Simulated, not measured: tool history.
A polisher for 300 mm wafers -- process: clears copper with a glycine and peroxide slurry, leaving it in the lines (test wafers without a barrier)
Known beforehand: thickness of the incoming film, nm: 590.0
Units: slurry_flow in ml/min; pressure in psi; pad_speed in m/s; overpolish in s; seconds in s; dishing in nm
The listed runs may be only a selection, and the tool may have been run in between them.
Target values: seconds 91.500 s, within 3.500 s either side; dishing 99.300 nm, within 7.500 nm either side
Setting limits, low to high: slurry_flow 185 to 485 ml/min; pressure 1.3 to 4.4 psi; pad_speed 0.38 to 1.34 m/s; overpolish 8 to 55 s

Run 1, hour 0.0: slurry_flow 310 ml/min, pressure 2.8 psi, pad_speed 0.86 m/s, overpolish 28 s. Result: seconds 111.220 s, dishing 73.243 nm.
Run 2, hour 7.2: slurry_flow 310 ml/min, pressure 2.9 psi, pad_speed 0.86 m/s, overpolish 29 s. Result: seconds 107.940 s, dishing 76.367 nm.
Run 3, hour 15.8: slurry_flow 310 ml/min, pressure 3.6 psi, pad_speed 0.86 m/s, overpolish 29 s. Result: seconds 92.322 s, dishing 82.902 nm.
Run 4, hour 22.4: slurry_flow 310 ml/min, pressure 3.6 psi, pad_speed 0.98 m/s, overpolish 29 s. Result: seconds 83.162 s, dishing 84.105 nm.
Run 5, hour 25.3: slurry_flow 310 ml/min, pressure 4.2 psi, pad_speed 0.98 m/s, overpolish 29 s. Result: seconds 71.879 s, dishing 91.624 nm.
Run 6, hour 28.7: slurry_flow 310 ml/min, pressure 4.1 psi, pad_speed 0.98 m/s, overpolish 30 s. Result: seconds 74.451 s, dishing 90.161 nm.
Run 7, hour 35.0: slurry_flow 310 ml/min, pressure 4.0 psi, pad_speed 0.98 m/s, overpolish 31 s. Result: seconds 75.535 s, dishing 93.665 nm.
Run 8, hour 35.7: slurry_flow 310 ml/min, pressure 3.9 psi, pad_speed 0.98 m/s, overpolish 32 s. Result: seconds 76.907 s, dishing 90.558 nm.
Run 9, hour 39.4: slurry_flow 310 ml/min, pressure 3.9 psi, pad_speed 0.98 m/s, overpolish 32 s. Result: seconds 76.831 s, dishing 90.316 nm.
Run 10, hour 44.0: slurry_flow 310 ml/min, pressure 3.8 psi, pad_speed 0.98 m/s, overpolish 34 s. Result: seconds 81.289 s, dishing 90.163 nm.
Run 11, hour 45.2: slurry_flow 310 ml/min, pressure 3.8 psi, pad_speed 0.98 m/s, overpolish 36 s. Result: seconds 79.071 s, dishing 96.461 nm.
Run 12, hour 46.5: slurry_flow 310 ml/min, pressure 3.8 psi, pad_speed 0.98 m/s, overpolish 36 s. Result: seconds 79.544 s, dishing 97.068 nm.
Run 13, hour 55.1: slurry_flow 310 ml/min, pressure 3.7 psi, pad_speed 0.98 m/s, overpolish 37 s. Result: seconds 80.271 s, dishing 94.957 nm.
Run 14, hour 56.9: slurry_flow 310 ml/min, pressure 3.6 psi, pad_speed 0.98 m/s, overpolish 38 s. Result: seconds 82.583 s, dishing 98.966 nm.
Run 15, hour 58.8: slurry_flow 310 ml/min, pressure 3.5 psi, pad_speed 0.98 m/s, overpolish 38 s. Result: seconds 86.299 s, dishing 97.597 nm.

Below are 5 possible settings for the next run. Only one of them brings all results inside the allowed miss of their targets. Which is it?
Run A, hour 60.7: slurry_flow 325 ml/min, pressure 3.8 psi, pad_speed 0.96 m/s, overpolish 34 s. Result: seconds ?, dishing ?.
Run B, hour 60.7: slurry_flow 245 ml/min, pressure 3.6 psi, pad_speed 0.86 m/s, overpolish 42 s. Result: seconds ?, dishing ?.
Run C, hour 60.7: slurry_flow 290 ml/min, pressure 3.3 psi, pad_speed 1.10 m/s, overpolish 44 s. Result: seconds ?, dishing ?.
Run D, hour 60.7: slurry_flow 260 ml/min, pressure 3.8 psi, pad_speed 0.98 m/s, overpolish 41 s. Result: seconds ?, dishing ?.
Run E, hour 60.7: slurry_flow 300 ml/min, pressure 3.8 psi, pad_speed 0.92 m/s, overpolish 44 s. Result: seconds ?, dishing ?.

move  seconds  dishing
   A   81.924   93.237
   B   93.914   96.465
   C   84.601   99.184
   D   81.804   99.553
   E   84.734  101.110
A: lands further from the targets than the last run did
B: all results land within tolerance of their targets
C: lands further from the targets than the last run did
D: lands further from the targets than the last run did
E: lands further from the targets than the last run did
The right move is B.

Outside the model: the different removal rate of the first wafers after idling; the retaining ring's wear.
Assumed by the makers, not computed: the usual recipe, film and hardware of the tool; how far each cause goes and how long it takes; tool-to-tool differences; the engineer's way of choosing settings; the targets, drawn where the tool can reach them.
